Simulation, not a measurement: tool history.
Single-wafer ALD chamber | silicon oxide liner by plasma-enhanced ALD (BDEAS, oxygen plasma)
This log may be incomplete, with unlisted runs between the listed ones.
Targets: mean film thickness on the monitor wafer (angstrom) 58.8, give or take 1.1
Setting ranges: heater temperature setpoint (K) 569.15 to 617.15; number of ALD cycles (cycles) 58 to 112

run  hour  heater temperature setpoint (K)  number of ALD cycles (cycles)  mean film thickness on the monitor wafer (angstrom)
  1     0                           593.15                             85                                               78.514
  2   6.8                           594.15                             79                                               72.712
  3  15.5                           594.15                             68                                               62.888
  4  19.2                           584.15                             68                                               63.537
  5  23.7                           584.15                             66                                               61.919
  6  26.3                           576.15                             66                                               62.179
  7  30.9                           576.15                             66                                               62.261
  8  33.7                           576.15                             65                                               61.505
  9  34.4                           576.15                             64                                               60.441

4 candidate next runs follow, results not yet known. Just one meets every target within its allowed miss. Identify it.
  A  35.1                           582.15                             66                                                    ?
  B  35.1                           578.15                             67                                                    ?
  C  35.1                           569.15                             62                                                    ?
  D  35.1                           576.15                             66                                                    ?

move  mean film thickness on the monitor wafer (angstrom)
   A                                               61.723
   B                                               62.971
   C                                               59.072
   D                                               62.185
A: moves away from the targets compared with the last run
B: moves away from the targets compared with the last run
C: all results land within tolerance of their targets
D: moves away from the targets compared with the last run
Go with C: it meets all targets.

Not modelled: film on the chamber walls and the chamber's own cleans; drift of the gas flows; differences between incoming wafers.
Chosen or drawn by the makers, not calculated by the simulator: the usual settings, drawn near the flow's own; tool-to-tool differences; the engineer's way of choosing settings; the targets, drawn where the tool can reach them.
